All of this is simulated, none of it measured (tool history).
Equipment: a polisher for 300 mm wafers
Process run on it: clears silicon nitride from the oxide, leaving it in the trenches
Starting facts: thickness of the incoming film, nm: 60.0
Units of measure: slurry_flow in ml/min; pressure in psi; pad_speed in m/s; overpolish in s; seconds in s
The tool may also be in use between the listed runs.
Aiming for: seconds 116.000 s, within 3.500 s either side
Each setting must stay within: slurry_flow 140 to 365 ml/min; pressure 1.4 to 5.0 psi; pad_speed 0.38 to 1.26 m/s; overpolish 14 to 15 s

run,hour,slurry_flow,pressure,pad_speed,overpolish,seconds
1,0.0,235,3.2,0.82,14,84.669
2,1.4,235,3.0,0.82,14,88.017
3,5.6,235,2.8,0.82,14,93.882
4,7.4,235,2.7,0.82,14,95.280
5,10.1,235,2.6,0.82,14,99.483
6,18.5,235,2.9,0.82,14,91.482
7,21.4,235,2.9,0.82,14,91.610
8,28.8,235,2.8,0.82,14,94.834
9,36.1,235,2.7,0.82,14,95.558
10,38.9,225,1.9,0.82,14,126.290
11,43.9,230,1.9,0.82,14,125.370
12,48.5,235,1.9,0.82,14,125.660
13,49.8,240,2.0,0.82,14,119.030
14,52.3,250,2.0,0.82,14,119.880

Which one of the following 5 next-run settings gets every result inside its allowed miss? There is exactly one.
A,54.8,290,1.8,0.94,15,?
B,54.8,210,1.8,0.88,14,?
C,54.8,265,1.9,0.82,14,?
D,54.8,260,1.9,0.82,15,?
E,54.8,260,1.9,0.78,15,?

move,seconds
A,114.330
B,124.650
C,122.570
D,122.820
E,127.230
A: hits every target within its allowed miss
B: moves away from the targets compared with the last run
C: moves away from the targets compared with the last run
D: moves away from the targets compared with the last run
E: moves away from the targets compared with the last run
A is the move that brings every result within its allowed miss.

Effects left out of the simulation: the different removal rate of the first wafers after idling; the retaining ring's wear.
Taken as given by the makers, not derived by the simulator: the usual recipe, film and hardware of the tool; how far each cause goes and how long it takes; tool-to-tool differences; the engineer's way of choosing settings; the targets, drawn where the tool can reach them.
